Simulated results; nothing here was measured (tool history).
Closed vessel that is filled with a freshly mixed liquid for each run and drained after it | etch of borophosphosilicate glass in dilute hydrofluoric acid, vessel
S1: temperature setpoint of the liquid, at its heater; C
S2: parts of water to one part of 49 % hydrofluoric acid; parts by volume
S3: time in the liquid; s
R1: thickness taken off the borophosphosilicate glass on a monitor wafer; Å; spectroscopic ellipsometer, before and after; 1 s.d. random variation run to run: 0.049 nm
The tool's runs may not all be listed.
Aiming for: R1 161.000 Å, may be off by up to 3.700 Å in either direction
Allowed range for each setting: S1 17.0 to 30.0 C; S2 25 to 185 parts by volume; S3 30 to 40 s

| run | hour | S1 | S2 | S3 | R1 |
|---|---|---|---|---|---|
| 1 | 0.0 | 22.0 | 105 | 40 | 111.000 |
| 2 | 7.0 | 22.0 | 125 | 40 | 90.811 |
| 3 | 7.9 | 23.5 | 125 | 40 | 95.703 |
| 4 | 13.8 | 25.0 | 120 | 40 | 106.990 |
| 5 | 17.8 | 25.0 | 140 | 40 | 89.494 |
|  | 18.7 | hydrofluoric acid flow meter replaced |
| 6 | 18.7 | 25.0 | 140 | 40 | 96.928 |
| 7 | 24.1 | 26.5 | 130 | 40 | 112.490 |
| 8 | 30.0 | 27.5 | 125 | 40 | 121.950 |

Consider the 4 candidate settings below. Which is the only one whose results all fall within their allowed miss of target?
| A | 35.9 | 25.5 | 70 | 30 | ? |
| B | 35.9 | 26.0 | 135 | 40 | ? |
| C | 35.9 | 30.0 | 110 | 40 | ? |
| D | 35.9 | 25.5 | 95 | 40 | ? |

| move | R1 |
|---|---|
| A | 162.310 |
| B | 105.310 |
| C | 155.150 |
| D | 154.330 |
A: meets every target
B: moves away from the targets compared with the last run
C: closer than the last run, but not yet in spec
D: closer than the last run, but not yet in spec
So the answer is move A, the one that meets all the targets.
